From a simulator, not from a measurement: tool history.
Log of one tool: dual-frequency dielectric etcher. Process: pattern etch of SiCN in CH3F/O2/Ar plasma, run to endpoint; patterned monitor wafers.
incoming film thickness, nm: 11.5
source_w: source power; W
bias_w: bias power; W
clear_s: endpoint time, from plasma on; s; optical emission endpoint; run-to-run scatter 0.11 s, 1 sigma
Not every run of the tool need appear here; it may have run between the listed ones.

run  hour  source_w  bias_w  clear_s
  1   0.0       280      71   31.147
  2   4.1       250      71   32.475
  3   8.9       230      71   33.233
  4  11.1       220      71   33.370
  5  13.7       210      71   34.099
  6  18.9       250      71   32.019

What does the tool deliver on the next run?
  7  26.6       230      71        ?

{"run 7": {"clear_s": 33.042}}
